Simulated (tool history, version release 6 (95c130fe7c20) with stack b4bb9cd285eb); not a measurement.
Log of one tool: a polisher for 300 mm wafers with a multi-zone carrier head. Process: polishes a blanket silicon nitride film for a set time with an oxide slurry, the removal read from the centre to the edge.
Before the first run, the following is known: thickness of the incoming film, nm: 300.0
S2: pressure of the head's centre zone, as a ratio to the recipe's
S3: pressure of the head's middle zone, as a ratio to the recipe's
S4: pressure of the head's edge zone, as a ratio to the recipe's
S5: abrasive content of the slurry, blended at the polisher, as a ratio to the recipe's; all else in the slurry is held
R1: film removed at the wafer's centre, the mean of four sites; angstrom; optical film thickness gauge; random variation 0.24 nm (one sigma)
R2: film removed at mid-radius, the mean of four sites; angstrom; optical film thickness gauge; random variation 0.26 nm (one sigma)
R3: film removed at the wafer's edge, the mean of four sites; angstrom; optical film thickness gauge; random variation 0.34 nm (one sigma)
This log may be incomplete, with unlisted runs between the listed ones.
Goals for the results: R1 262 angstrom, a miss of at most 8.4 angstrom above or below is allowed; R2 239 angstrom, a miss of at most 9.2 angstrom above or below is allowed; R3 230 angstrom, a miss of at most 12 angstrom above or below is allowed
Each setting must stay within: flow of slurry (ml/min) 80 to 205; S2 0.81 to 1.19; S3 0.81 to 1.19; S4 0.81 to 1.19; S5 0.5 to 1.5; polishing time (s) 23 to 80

Run 1, hour 0: flow of slurry (ml/min) 135, S2 1, S3 1, S4 1, S5 1, polishing time (s) 51. Result: R1 397.29 angstrom, R2 358.48 angstrom, R3 345.9 angstrom.
Run 2, hour 8.2: flow of slurry (ml/min) 135, S2 1, S3 0.94, S4 1, S5 1, polishing time (s) 51. Result: R1 389.18 angstrom, R2 338.88 angstrom, R3 361.22 angstrom.
Run 3, hour 14.1: flow of slurry (ml/min) 135, S2 1, S3 0.94, S4 1, S5 1, polishing time (s) 58. Result: R1 443.82 angstrom, R2 392.17 angstrom, R3 405.69 angstrom.
Run 4, hour 15.1: flow of slurry (ml/min) 135, S2 1, S3 0.88, S4 1, S5 1, polishing time (s) 58. Result: R1 446.37 angstrom, R2 370.73 angstrom, R3 411.12 angstrom.
Run 5, hour 23.2: flow of slurry (ml/min) 135, S2 1, S3 0.89, S4 0.98, S5 0.95, polishing time (s) 56. Result: R1 415.57 angstrom, R2 353.77 angstrom, R3 384.24 angstrom.
At hour 23.7: centre zone pressure recalibrated.
Run 6, hour 23.7: flow of slurry (ml/min) 135, S2 0.94, S3 0.89, S4 0.98, S5 0.95, polishing time (s) 56. Result: R1 367.03 angstrom, R2 350.4 angstrom, R3 372.06 angstrom.
Run 7, hour 29.7: flow of slurry (ml/min) 135, S2 0.95, S3 0.89, S4 0.96, S5 0.9, polishing time (s) 55. Result: R1 363.08 angstrom, R2 337.8 angstrom, R3 375.15 angstrom.
Run 8, hour 31.6: flow of slurry (ml/min) 140, S2 0.96, S3 0.92, S4 0.96, S5 0.85, polishing time (s) 52. Result: R1 342.48 angstrom, R2 324.96 angstrom, R3 353.94 angstrom.
Run 9, hour 36.7: flow of slurry (ml/min) 135, S2 0.98, S3 0.95, S4 0.95, S5 0.8, polishing time (s) 50. Result: R1 331.9 angstrom, R2 317.59 angstrom, R3 321.39 angstrom.
Run 10, hour 37.4: flow of slurry (ml/min) 130, S2 0.99, S3 0.95, S4 0.94, S5 0.75, polishing time (s) 49. Result: R1 309.94 angstrom, R2 304.86 angstrom, R3 306.31 angstrom.

Which of these 4 next moves meets every target?
Run A, hour 38.1: flow of slurry (ml/min) 150, S2 0.98, S3 0.81, S4 0.98, S5 0.75, polishing time (s) 40. Result: R1 ?, R2 ?, R3 ?.
Run B, hour 38.1: flow of slurry (ml/min) 125, S2 0.92, S3 0.97, S4 0.97, S5 0.55, polishing time (s) 46. Result: R1 ?, R2 ?, R3 ?.
Run C, hour 38.1: flow of slurry (ml/min) 125, S2 1.05, S3 0.96, S4 1.02, S5 0.65, polishing time (s) 37. Result: R1 ?, R2 ?, R3 ?.
Run D, hour 38.1: flow of slurry (ml/min) 120, S2 1.06, S3 0.98, S4 0.87, S5 0.95, polishing time (s) 36. Result: R1 ?, R2 ?, R3 ?.

move      R1      R2      R3
   A  262.51  218.52  261.51
   B  251.15  256.14  268.58
   C  241.33  213.57   229.9
   D  261.44  233.09   234.6
A: pushes the last run's worst result past its target
B: moves toward the targets from the last run without getting all of them in spec
C: pushes the last run's worst result past its target
D: all results land within tolerance of their targets
The move that meets every target is D.

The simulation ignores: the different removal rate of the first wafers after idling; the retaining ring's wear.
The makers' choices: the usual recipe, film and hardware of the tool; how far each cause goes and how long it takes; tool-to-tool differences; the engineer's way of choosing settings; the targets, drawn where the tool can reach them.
